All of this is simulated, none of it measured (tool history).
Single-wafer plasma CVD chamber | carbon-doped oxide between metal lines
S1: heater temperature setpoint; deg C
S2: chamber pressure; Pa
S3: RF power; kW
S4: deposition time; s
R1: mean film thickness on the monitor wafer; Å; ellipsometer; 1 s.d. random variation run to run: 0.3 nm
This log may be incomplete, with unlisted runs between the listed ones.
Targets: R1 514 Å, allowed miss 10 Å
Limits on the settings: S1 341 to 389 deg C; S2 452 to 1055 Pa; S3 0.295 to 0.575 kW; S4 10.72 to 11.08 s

run  hour   S1   S2     S3     S4      R1
  1     0  365  753  0.435  10.72  556.38
  2   1.2  365  753  0.375  10.72  492.11
  3   7.4  365  808  0.375  10.72  491.38
  4  14.4  365  808  0.315  10.72  421.55
  5    22  365  753  0.315  10.72  421.63
  6  22.9  364  761  0.325  10.73  434.16
  7  28.3  353  912  0.395  10.79   540.3
  8  32.9  354  903  0.395  10.79  538.37
  9    40  355  893  0.395  10.79  533.83
 10  46.5  356  887  0.395  10.79   534.9
 11  49.2  356  887  0.395  10.79   538.5
 12    55  357  873  0.395  10.79  531.69

5 candidate next runs follow, results not yet known. Just one meets every target within its allowed miss. Identify it.
  A  60.8  354  923  0.395  11.08   ?
  B  60.8  359  900  0.375  10.89   ?
  C  60.8  369  924   0.41  11.08   ?
  D  60.8  342  740   0.41  10.72   ?
  E  60.8  354  921    0.4  10.88   ?

move      R1
   A  552.18
   B  512.11
   C  551.14
   D   557.9
   E   548.1
A: further off than the last run
B: every result lands within tolerance
C: further off than the last run
D: further off than the last run
E: further off than the last run
Answer: B

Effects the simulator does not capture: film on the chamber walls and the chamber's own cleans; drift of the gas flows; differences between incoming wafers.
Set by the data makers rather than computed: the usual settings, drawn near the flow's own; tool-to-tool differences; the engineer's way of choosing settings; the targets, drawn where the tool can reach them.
